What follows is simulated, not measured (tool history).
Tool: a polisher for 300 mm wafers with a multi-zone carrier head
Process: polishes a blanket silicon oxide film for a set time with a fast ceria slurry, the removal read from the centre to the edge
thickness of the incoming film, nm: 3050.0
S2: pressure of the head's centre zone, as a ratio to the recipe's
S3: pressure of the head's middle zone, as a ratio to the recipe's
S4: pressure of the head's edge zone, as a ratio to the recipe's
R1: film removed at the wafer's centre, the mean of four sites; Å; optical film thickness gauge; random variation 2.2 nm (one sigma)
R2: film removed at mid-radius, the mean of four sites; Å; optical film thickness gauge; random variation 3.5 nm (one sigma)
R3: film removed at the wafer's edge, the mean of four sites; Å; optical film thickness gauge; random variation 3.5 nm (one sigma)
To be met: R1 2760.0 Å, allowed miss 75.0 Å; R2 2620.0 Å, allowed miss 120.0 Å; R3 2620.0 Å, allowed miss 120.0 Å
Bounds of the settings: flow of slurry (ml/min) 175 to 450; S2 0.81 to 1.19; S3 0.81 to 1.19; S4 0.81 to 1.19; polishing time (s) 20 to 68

run 1 hour=0.0 | flow_of_slurry_(ml/min)=290 S2=1.00 S3=1.00 S4=1.00 polishing_time_(s)=44 | R1=4466.6 R2=4587.0 R3=4693.8
run 2 hour=7.2 | flow_of_slurry_(ml/min)=295 S2=1.01 S3=0.99 S4=0.96 polishing_time_(s)=38 | R1=3887.4 R2=3977.0 R3=3994.3
run 3 hour=12.1 | flow_of_slurry_(ml/min)=295 S2=1.02 S3=0.97 S4=0.93 polishing_time_(s)=34 | R1=3476.6 R2=3496.6 R3=3491.7
run 4 hour=16.5 | flow_of_slurry_(ml/min)=320 S2=1.02 S3=0.97 S4=0.93 polishing_time_(s)=34 | R1=3544.9 R2=3507.3 R3=3530.5
run 5 hour=22.0 | flow_of_slurry_(ml/min)=325 S2=1.02 S3=0.96 S4=0.91 polishing_time_(s)=32 | R1=3375.3 R2=3345.2 R3=3255.1
run 6 hour=23.2 | flow_of_slurry_(ml/min)=350 S2=1.02 S3=0.96 S4=0.91 polishing_time_(s)=32 | R1=3320.5 R2=3277.6 R3=3395.2
run 7 hour=25.1 | flow_of_slurry_(ml/min)=335 S2=1.01 S3=0.93 S4=0.88 polishing_time_(s)=31 | R1=3212.3 R2=3061.2 R3=3253.8
-- hour=33.7 edge zone pressure recalibrated
run 8 hour=33.7 | flow_of_slurry_(ml/min)=330 S2=1.01 S3=0.93 S4=0.86 polishing_time_(s)=29 | R1=2970.4 R2=2945.0 R3=2875.9
run 9 hour=34.5 | flow_of_slurry_(ml/min)=315 S2=1.00 S3=0.91 S4=0.85 polishing_time_(s)=29 | R1=2976.8 R2=2873.1 R3=2803.6
run 10 hour=37.0 | flow_of_slurry_(ml/min)=290 S2=0.93 S3=0.84 S4=0.83 polishing_time_(s)=27 | R1=2533.3 R2=2519.3 R3=2579.1
run 11 hour=43.2 | flow_of_slurry_(ml/min)=295 S2=0.95 S3=0.85 S4=0.83 polishing_time_(s)=27 | R1=2612.4 R2=2540.5 R3=2600.6
run 12 hour=47.9 | flow_of_slurry_(ml/min)=295 S2=0.96 S3=0.86 S4=0.83 polishing_time_(s)=27 | R1=2609.3 R2=2504.5 R3=2530.9
run 13 hour=50.1 | flow_of_slurry_(ml/min)=305 S2=0.97 S3=0.87 S4=0.83 polishing_time_(s)=27 | R1=2640.1 R2=2570.1 R3=2550.6

Which of these 4 next moves meets every target?
run A hour=52.3 | flow_of_slurry_(ml/min)=340 S2=0.89 S3=0.88 S4=0.88 polishing_time_(s)=27 | R1=? R2=? R3=?
run B hour=52.3 | flow_of_slurry_(ml/min)=315 S2=0.96 S3=0.83 S4=0.81 polishing_time_(s)=28 | R1=? R2=? R3=?
run C hour=52.3 | flow_of_slurry_(ml/min)=290 S2=0.94 S3=0.91 S4=0.81 polishing_time_(s)=27 | R1=? R2=? R3=?
run D hour=52.3 | flow_of_slurry_(ml/min)=260 S2=1.02 S3=0.94 S4=0.81 polishing_time_(s)=26 | R1=? R2=? R3=?

move=A R1=2474.9 R2=2616.0 R3=2632.5
move=B R1=2747.0 R2=2575.6 R3=2640.5
move=C R1=2569.9 R2=2640.8 R3=2526.9
move=D R1=2649.6 R2=2573.1 R3=2408.9
A: further off than the last run
B: meets every target
C: further off than the last run
D: further off than the last run
The right move is B.

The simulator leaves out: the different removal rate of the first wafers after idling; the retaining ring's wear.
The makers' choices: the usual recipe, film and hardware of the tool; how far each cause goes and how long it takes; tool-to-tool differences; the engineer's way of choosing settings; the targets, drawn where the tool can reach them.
